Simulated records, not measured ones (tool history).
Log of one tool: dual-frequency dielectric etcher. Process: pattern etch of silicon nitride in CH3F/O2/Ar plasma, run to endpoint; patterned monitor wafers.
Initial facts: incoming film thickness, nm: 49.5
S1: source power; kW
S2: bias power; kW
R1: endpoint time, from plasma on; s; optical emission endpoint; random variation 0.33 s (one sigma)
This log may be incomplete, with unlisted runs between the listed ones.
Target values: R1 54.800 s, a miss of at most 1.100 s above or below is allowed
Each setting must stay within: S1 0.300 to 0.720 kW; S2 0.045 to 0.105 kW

run,day,S1,S2,R1
1,0.000,0.510,0.075,64.237
2,0.092,0.540,0.076,61.934
3,0.133,0.560,0.076,61.057
4,0.417,0.560,0.085,58.991
5,0.617,0.570,0.085,58.845
6,0.879,0.580,0.085,57.750
7,1.088,0.580,0.085,58.023
8,1.300,0.590,0.085,57.825

Which one of the following 5 next-run settings gets every result inside its allowed miss? There is exactly one.
A,1.512,0.510,0.089,?
B,1.512,0.570,0.082,?
C,1.512,0.570,0.072,?
D,1.512,0.660,0.084,?
E,1.512,0.530,0.076,?

move,R1
A,61.078
B,59.167
C,61.202
D,54.849
E,62.539
A: its largest miss is bigger than the last run's
B: its largest miss is bigger than the last run's
C: its largest miss is bigger than the last run's
D: every result within its allowed miss
E: its largest miss is bigger than the last run's
D is the move that brings every result within its allowed miss.
